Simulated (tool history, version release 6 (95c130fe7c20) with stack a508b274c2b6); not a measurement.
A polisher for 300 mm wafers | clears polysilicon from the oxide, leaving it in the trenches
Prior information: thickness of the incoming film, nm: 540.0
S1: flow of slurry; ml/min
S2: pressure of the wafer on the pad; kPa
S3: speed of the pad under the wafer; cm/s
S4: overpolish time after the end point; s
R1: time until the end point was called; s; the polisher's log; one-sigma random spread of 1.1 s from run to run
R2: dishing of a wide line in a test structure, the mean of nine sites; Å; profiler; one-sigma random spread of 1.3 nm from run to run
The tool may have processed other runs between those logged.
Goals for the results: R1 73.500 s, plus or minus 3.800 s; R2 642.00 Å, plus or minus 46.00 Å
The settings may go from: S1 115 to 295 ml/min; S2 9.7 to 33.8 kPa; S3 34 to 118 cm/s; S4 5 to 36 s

run,hour,S1,S2,S3,S4,R1,R2
1,0.0,190,21.4,76,18,53.596,633.11
2,5.9,190,21.4,90,18,45.077,612.42
3,11.4,190,21.4,90,22,46.167,622.57
4,14.5,190,20.0,88,24,51.057,638.77
5,15.3,190,18.6,88,25,55.124,674.58
6,23.8,190,18.6,88,29,53.745,667.47
7,25.3,190,17.2,88,28,57.369,667.91
8,33.8,190,16.5,88,27,60.267,672.78
9,36.8,190,12.4,86,24,81.630,585.74

Consider the 4 candidate settings below. Which is the only one whose results all fall within their allowed miss of target?
A,39.8,180,13.1,76,30,?,?
B,39.8,245,13.1,88,30,?,?
C,39.8,190,11.0,108,15,?,?
D,39.8,225,12.4,78,30,?,?

move,R1,R2
A,88.171,644.26
B,73.799,662.53
C,74.169,553.98
D,87.768,644.82
A: further off than the last run
B: all results in spec
C: the furthest-off result lands on target, but another misses its tolerance
D: further off than the last run
Move B is the one to make.
